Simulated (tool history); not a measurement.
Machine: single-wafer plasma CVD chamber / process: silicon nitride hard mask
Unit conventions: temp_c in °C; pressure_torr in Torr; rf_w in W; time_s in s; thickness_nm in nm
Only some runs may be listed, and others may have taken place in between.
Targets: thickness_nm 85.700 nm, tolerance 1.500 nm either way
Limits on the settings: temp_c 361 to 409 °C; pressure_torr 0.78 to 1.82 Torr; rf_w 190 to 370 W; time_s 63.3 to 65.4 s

{"run": 1, "hour": 0.0, "temp_c": 385, "pressure_torr": 1.3, "rf_w": 280, "time_s": 63.3, "thickness_nm": 70.856}
{"run": 2, "hour": 2.0, "temp_c": 385, "pressure_torr": 1.3, "rf_w": 305, "time_s": 63.3, "thickness_nm": 75.004}
{"run": 3, "hour": 6.2, "temp_c": 385, "pressure_torr": 1.3, "rf_w": 305, "time_s": 65.4, "thickness_nm": 76.981}
{"run": 4, "hour": 14.4, "temp_c": 392, "pressure_torr": 1.3, "rf_w": 305, "time_s": 65.4, "thickness_nm": 77.307}
{"run": 5, "hour": 18.9, "temp_c": 392, "pressure_torr": 1.3, "rf_w": 270, "time_s": 65.4, "thickness_nm": 71.168}
{"run": 6, "hour": 24.2, "temp_c": 392, "pressure_torr": 1.3, "rf_w": 270, "time_s": 63.3, "thickness_nm": 68.911}
{"run": 7, "hour": 30.6, "temp_c": 392, "pressure_torr": 1.39, "rf_w": 280, "time_s": 63.4, "thickness_nm": 72.089}
{"run": 8, "hour": 38.2, "temp_c": 392, "pressure_torr": 1.46, "rf_w": 285, "time_s": 63.5, "thickness_nm": 74.133}
{"run": 9, "hour": 42.1, "temp_c": 392, "pressure_torr": 1.52, "rf_w": 290, "time_s": 63.6, "thickness_nm": 76.369}
{"run": 10, "hour": 49.3, "temp_c": 392, "pressure_torr": 1.57, "rf_w": 295, "time_s": 63.6, "thickness_nm": 77.96}
{"run": 11, "hour": 54.4, "temp_c": 392, "pressure_torr": 1.61, "rf_w": 300, "time_s": 63.6, "thickness_nm": 79.113}
{"run": 12, "hour": 62.6, "temp_c": 392, "pressure_torr": 1.61, "rf_w": 300, "time_s": 63.6, "thickness_nm": 79.255}
{"run": 13, "hour": 64.7, "temp_c": 392, "pressure_torr": 1.64, "rf_w": 305, "time_s": 63.6, "thickness_nm": 80.46}
{"run": 14, "hour": 66.9, "temp_c": 392, "pressure_torr": 1.67, "rf_w": 310, "time_s": 63.6, "thickness_nm": 81.532}
{"run": 15, "hour": 74.8, "temp_c": 392, "pressure_torr": 1.69, "rf_w": 310, "time_s": 63.6, "thickness_nm": 81.944}
{"run": 16, "hour": 83.6, "temp_c": 392, "pressure_torr": 1.71, "rf_w": 310, "time_s": 63.6, "thickness_nm": 82.323}
{"run": 17, "hour": 89.3, "temp_c": 392, "pressure_torr": 1.73, "rf_w": 310, "time_s": 63.6, "thickness_nm": 82.785}
{"run": 18, "hour": 92.7, "temp_c": 392, "pressure_torr": 1.74, "rf_w": 310, "time_s": 63.6, "thickness_nm": 82.54}

4 next moves are on the table. One of them brings every result within its allowed miss. Which?
{"run": "A", "hour": 96.1, "temp_c": 393, "pressure_torr": 1.81, "rf_w": 340, "time_s": 64.6, "thickness_nm": "?"}
{"run": "B", "hour": 96.1, "temp_c": 397, "pressure_torr": 1.82, "rf_w": 330, "time_s": 64.8, "thickness_nm": "?"}
{"run": "C", "hour": 96.1, "temp_c": 382, "pressure_torr": 1.73, "rf_w": 300, "time_s": 63.3, "thickness_nm": "?"}
{"run": "D", "hour": 96.1, "temp_c": 398, "pressure_torr": 1.72, "rf_w": 320, "time_s": 65.4, "thickness_nm": "?"}

move=A thickness_nm=90.113
move=B thickness_nm=88.743
move=C thickness_nm=80.813
move=D thickness_nm=86.380
A: takes the biggest miss from the last run beyond its target
B: takes the biggest miss from the last run beyond its target
C: misses by more than the last run did
D: each result inside its tolerance
Go with D: it meets all targets.

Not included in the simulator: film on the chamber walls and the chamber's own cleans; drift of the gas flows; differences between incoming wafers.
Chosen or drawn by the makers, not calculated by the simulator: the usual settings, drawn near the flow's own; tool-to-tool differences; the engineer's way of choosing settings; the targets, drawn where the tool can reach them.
